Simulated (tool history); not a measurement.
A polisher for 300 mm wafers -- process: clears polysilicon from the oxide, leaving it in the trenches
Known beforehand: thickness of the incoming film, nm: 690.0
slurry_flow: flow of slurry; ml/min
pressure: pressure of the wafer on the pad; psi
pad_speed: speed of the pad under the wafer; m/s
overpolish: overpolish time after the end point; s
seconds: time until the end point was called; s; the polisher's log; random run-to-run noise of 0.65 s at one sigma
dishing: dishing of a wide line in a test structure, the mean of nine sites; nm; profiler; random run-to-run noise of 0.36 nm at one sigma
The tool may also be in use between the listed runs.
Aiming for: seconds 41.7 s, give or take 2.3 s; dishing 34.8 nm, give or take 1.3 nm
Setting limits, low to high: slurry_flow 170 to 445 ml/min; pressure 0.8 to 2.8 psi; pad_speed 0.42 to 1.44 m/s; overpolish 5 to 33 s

run 1 hour=0 | slurry_flow=285 pressure=1.8 pad_speed=0.92 overpolish=17 | seconds=64.277 dishing=39.644
run 2 hour=2.3 | slurry_flow=285 pressure=2 pad_speed=0.94 overpolish=13 | seconds=58.6 dishing=38.382
run 3 hour=6.9 | slurry_flow=285 pressure=2.3 pad_speed=0.94 overpolish=10 | seconds=52.151 dishing=38.475
run 4 hour=13.2 | slurry_flow=280 pressure=2.3 pad_speed=1 overpolish=8 | seconds=51.181 dishing=37.792
run 5 hour=17 | slurry_flow=245 pressure=2.3 pad_speed=1.12 overpolish=7 | seconds=45.268 dishing=36.996
run 6 hour=19.5 | slurry_flow=245 pressure=2.6 pad_speed=1.12 overpolish=7 | seconds=40.519 dishing=37.691
run 7 hour=20.4 | slurry_flow=220 pressure=2.4 pad_speed=1.2 overpolish=6 | seconds=41.624 dishing=37.083
run 8 hour=26.6 | slurry_flow=205 pressure=2.2 pad_speed=1.28 overpolish=6 | seconds=42.434 dishing=36.81
run 9 hour=34 | slurry_flow=195 pressure=2.1 pad_speed=1.34 overpolish=6 | seconds=42.481 dishing=36.747

Next run, 4 choices. One meets every target within its allowed miss, the rest don't. Which?
run A hour=41.4 | slurry_flow=175 pressure=2.3 pad_speed=1.3 overpolish=7 | seconds=? dishing=?
run B hour=41.4 | slurry_flow=220 pressure=2.5 pad_speed=1.18 overpolish=5 | seconds=? dishing=?
run C hour=41.4 | slurry_flow=170 pressure=1.9 pad_speed=1.3 overpolish=8 | seconds=? dishing=?
run D hour=41.4 | slurry_flow=180 pressure=2.4 pad_speed=1.24 overpolish=13 | seconds=? dishing=?

move=A seconds=40.736 dishing=38.139
move=B seconds=40.405 dishing=35.198
move=C seconds=47.425 dishing=38.009
move=D seconds=41.046 dishing=40.381
A: moves away from the targets compared with the last run
B: meets every target
C: moves away from the targets compared with the last run
D: moves away from the targets compared with the last run
So the answer is move B, the one that meets all the targets.

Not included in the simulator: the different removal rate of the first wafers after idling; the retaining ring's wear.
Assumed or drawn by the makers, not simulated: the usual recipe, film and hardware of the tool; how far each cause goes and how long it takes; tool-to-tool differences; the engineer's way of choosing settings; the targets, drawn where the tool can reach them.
